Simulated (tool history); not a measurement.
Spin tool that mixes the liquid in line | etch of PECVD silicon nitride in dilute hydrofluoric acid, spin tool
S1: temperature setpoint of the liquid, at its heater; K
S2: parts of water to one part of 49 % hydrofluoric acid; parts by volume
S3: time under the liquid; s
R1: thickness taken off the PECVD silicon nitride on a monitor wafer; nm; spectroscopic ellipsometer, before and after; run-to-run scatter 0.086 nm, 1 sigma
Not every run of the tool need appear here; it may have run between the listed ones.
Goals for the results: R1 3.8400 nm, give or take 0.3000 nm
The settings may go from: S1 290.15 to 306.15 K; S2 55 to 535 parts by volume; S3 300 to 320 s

run,hour,S1,S2,S3,R1
1,0.0,298.15,295,300,1.8509
2,5.3,298.65,285,300,1.8851
3,7.3,298.65,285,320,2.1540
4,15.7,299.15,275,320,2.2042
# hour 23.2: hydrofluoric acid flow meter replaced
5,23.2,299.15,325,320,1.8076
6,25.1,295.65,325,320,1.5040
7,27.6,296.65,310,320,1.6053
8,28.6,300.65,190,320,3.3692

5 candidate next runs follow, results not yet known. Just one meets every target within its allowed miss. Identify it.
A,29.6,299.15,125,315,?
B,29.6,300.15,185,310,?
C,29.6,298.65,185,320,?
D,29.6,302.65,150,320,?
E,29.6,302.65,195,320,?

move,R1
A,4.4965
B,3.1848
C,2.9942
D,4.7391
E,3.6313
A: pushes the last run's worst result past its target
B: its largest miss is bigger than the last run's
C: its largest miss is bigger than the last run's
D: pushes the last run's worst result past its target
E: each result inside its tolerance
The move that meets every target is E.
